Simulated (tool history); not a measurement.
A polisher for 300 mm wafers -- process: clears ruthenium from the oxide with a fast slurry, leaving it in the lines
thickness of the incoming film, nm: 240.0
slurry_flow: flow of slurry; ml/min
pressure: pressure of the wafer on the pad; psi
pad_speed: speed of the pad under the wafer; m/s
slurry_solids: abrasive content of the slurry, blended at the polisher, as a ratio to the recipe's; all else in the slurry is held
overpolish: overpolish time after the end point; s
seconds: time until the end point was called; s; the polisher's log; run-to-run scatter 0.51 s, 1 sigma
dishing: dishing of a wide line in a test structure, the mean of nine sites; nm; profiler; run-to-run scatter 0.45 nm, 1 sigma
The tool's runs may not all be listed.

| run | hour | slurry_flow | pressure | pad_speed | slurry_solids | overpolish | seconds | dishing |
|---|---|---|---|---|---|---|---|---|
| 1 | 0 | 195 | 3.4 | 1.24 | 1 | 10 | 36.638 | 51.213 |
| 2 | 1.6 | 195 | 3.4 | 1.24 | 1.15 | 10 | 34.398 | 53.119 |
| 3 | 4.1 | 195 | 3.4 | 1.24 | 1.15 | 8 | 34.381 | 44.815 |
| 4 | 4.7 | 190 | 3.2 | 1.24 | 1.15 | 8 | 36.668 | 41.049 |
| 5 | 5.3 | 190 | 3.2 | 1.1 | 1.15 | 8 | 40.094 | 38.642 |
| 6 | 10.8 | 185 | 3.1 | 1.1 | 1.15 | 8 | 41.801 | 37.266 |

Forecast run 7:
| 7 | 19.2 | 180 | 3 | 1.1 | 1.15 | 8 | ? | ? |

{"run 7": {"seconds": 42.718, "dishing": 36.135}}
